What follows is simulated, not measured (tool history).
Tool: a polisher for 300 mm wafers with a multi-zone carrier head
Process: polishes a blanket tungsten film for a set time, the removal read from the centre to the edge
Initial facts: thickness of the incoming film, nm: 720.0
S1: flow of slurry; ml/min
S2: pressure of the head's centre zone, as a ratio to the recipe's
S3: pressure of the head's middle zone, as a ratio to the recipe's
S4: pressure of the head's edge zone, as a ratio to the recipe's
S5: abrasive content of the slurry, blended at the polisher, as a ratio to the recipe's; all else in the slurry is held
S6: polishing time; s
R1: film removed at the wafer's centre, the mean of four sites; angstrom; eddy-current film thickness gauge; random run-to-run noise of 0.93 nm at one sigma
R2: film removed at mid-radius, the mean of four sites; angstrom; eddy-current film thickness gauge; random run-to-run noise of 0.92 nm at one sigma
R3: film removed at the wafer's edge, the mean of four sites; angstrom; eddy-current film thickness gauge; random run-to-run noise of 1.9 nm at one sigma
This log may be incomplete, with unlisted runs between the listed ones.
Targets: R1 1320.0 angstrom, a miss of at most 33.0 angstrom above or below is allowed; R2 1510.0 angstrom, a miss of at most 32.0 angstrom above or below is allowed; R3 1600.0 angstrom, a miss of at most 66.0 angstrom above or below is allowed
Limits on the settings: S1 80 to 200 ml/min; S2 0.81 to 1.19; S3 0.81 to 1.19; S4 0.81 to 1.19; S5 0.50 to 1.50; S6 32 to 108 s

run	hour	S1	S2	S3	S4	S5	S6	R1	R2	R3
1	0.0	130	1.00	1.00	1.00	1.00	70	2138.7	2080.8	2205.9
2	4.4	130	1.00	1.00	1.00	1.00	54	1637.8	1628.7	1678.9
3	12.3	115	0.96	1.00	1.00	1.00	54	1509.8	1590.7	1611.3
4	20.0	115	0.96	1.00	1.00	1.00	60	1679.5	1733.6	1787.9
5	27.1	100	0.96	1.00	1.00	1.00	60	1625.5	1695.2	1743.9
6	30.3	100	0.96	1.00	1.00	0.85	60	1580.1	1623.1	1722.0
7	33.7	95	0.92	0.99	0.99	0.85	60	1476.8	1574.6	1683.5
8	34.4	90	0.90	0.99	0.98	0.85	60	1420.5	1566.7	1648.7
9	43.4	90	0.90	0.99	0.98	0.85	60	1399.6	1560.3	1693.7
10	45.5	90	0.90	0.99	0.95	0.85	60	1416.3	1583.9	1669.2
11	51.3	90	0.89	0.99	0.94	0.85	60	1389.8	1568.8	1642.4

Below are 5 possible settings for the next run. Only one of them brings all results inside the allowed miss of their targets. Which is it?
A	57.1	150	0.82	0.94	0.97	0.80	54	?	?	?
B	57.1	80	0.81	0.92	0.99	0.75	66	?	?	?
C	57.1	90	0.86	0.97	0.82	1.00	63	?	?	?
D	57.1	95	0.83	1.05	0.93	0.80	60	?	?	?
E	57.1	90	0.88	0.95	0.93	1.10	58	?	?	?

move	R1	R2	R3
A	1325.1	1505.0	1575.8
B	1308.7	1514.8	1714.7
C	1469.1	1661.8	1660.2
D	1317.0	1646.0	1596.1
E	1411.4	1532.8	1628.7
A: every result lands within tolerance
B: the furthest-off result lands on target, but another misses its tolerance
C: moves away from the targets compared with the last run
D: the furthest-off result lands on target, but another misses its tolerance
E: moves away from the targets compared with the last run
The right move is A.
